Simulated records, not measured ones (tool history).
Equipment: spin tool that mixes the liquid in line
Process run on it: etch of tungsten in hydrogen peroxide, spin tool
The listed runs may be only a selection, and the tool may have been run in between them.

run,hour,temperature setpoint of the liquid (°C),concentration of hydrogen peroxide in the mixed liquid (% by weight),time under the liquid (s),thickness taken off the tungsten on a monitor wafer (angstrom)
1,0,58,15,55,2077.3
2,8.8,58,16.5,55,2194.4
3,10.1,58,14,55,1984.3
4,15.4,60,14,55,2247.9
5,21.7,64,14,55,2775.1
6,29.7,64,12,55,2641.6

Predict the results of run 7:
7,31.2,64.5,12,55,?

Logged for run 7: thickness taken off the tungsten on a monitor wafer (angstrom) 2726.9.

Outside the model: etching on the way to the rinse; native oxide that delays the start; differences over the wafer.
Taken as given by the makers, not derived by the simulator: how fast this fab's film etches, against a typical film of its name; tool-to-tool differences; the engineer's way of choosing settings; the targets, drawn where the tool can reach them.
